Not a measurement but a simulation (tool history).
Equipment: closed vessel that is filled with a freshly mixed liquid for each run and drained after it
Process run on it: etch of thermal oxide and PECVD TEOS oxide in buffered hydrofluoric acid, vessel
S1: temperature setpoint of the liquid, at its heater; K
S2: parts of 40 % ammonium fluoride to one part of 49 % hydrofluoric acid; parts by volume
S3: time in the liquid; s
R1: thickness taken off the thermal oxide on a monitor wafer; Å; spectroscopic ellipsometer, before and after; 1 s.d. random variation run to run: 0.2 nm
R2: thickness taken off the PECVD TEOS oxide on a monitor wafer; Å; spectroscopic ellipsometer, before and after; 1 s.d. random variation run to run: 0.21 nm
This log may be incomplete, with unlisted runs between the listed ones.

run	hour	S1	S2	S3	R1	R2
1	0	294.15	11.5	60	515.73	560.44
2	7.7	293.15	12.5	60	447.66	493.97
3	15.5	292.65	13	60	419.21	459.1
4	23.5	292.15	13.5	60	395.93	424.84
5	25.2	293.15	13.5	60	414.59	458.41
6	34.1	292.65	14	60	390.05	426.24

Forecast run 7:
7	40.9	292.15	14.5	60	?	?

{"run 7": {"R1": 362.95, "R2": 401.08}}
